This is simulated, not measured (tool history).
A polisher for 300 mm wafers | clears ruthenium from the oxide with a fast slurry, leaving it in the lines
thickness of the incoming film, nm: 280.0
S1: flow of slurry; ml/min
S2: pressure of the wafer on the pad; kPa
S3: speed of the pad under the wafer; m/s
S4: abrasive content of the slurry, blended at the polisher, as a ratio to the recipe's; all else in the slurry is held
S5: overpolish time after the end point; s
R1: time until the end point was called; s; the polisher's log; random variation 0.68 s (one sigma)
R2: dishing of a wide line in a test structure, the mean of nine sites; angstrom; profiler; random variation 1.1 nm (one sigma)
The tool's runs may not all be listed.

Run 1, hour 0: S1 250 ml/min, S2 16.5 kPa, S3 1.06 m/s, S4 1, S5 13 s. Result: R1 85.231 s, R2 321.69 angstrom.
Run 2, hour 8.6: S1 250 ml/min, S2 16.5 kPa, S3 0.88 m/s, S4 1, S5 13 s. Result: R1 103.28 s, R2 258.43 angstrom.
Run 3, hour 13.8: S1 250 ml/min, S2 16.5 kPa, S3 0.98 m/s, S4 1, S5 13 s. Result: R1 94.25 s, R2 289.91 angstrom.
Run 4, hour 15.1: S1 190 ml/min, S2 16.5 kPa, S3 0.98 m/s, S4 1, S5 13 s. Result: R1 97.947 s, R2 283.57 angstrom.
Run 5, hour 19.5: S1 190 ml/min, S2 14.5 kPa, S3 0.98 m/s, S4 1, S5 13 s. Result: R1 110.25 s, R2 252.74 angstrom.
Run 6, hour 22.9: S1 190 ml/min, S2 14.5 kPa, S3 0.98 m/s, S4 1, S5 15 s. Result: R1 109.98 s, R2 286.26 angstrom.
Run 7, hour 24.1: S1 200 ml/min, S2 17.2 kPa, S3 0.98 m/s, S4 1, S5 15 s. Result: R1 95.398 s, R2 331.75 angstrom.
Run 8, hour 30.5: S1 220 ml/min, S2 19.3 kPa, S3 0.98 m/s, S4 1, S5 15 s. Result: R1 83.311 s, R2 370.33 angstrom.

The next listed run, before its measurement:
Run 9, hour 32.8: S1 235 ml/min, S2 20.7 kPa, S3 0.98 m/s, S4 1, S5 15 s. Result: R1 ?, R2 ?.

R1: 77.395 s
R2: 392.16 angstrom
